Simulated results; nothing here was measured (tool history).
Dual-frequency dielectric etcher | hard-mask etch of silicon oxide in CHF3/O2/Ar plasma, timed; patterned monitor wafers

run	hour	source power (W)	bias power (W)	etch time (s)	mean etch depth across the wafer (angstrom)
1	0	660	140	18.5	343.25
2	8.2	660	140	17	312.74
3	9.1	710	140	17	322.34
4	10.4	760	150	17	339.61
5	11.7	800	154	17	346.55
# hour 12.7: source power generator calibrated
6	12.7	830	158	17	353.48
7	16.5	850	161	17	357.41
8	19.3	870	164	17	363.4
9	23	880	166	17	369.93

Forecast run 10:
10	26.3	890	166	17	?

Run 10 gave mean etch depth across the wafer (angstrom) 367.9.
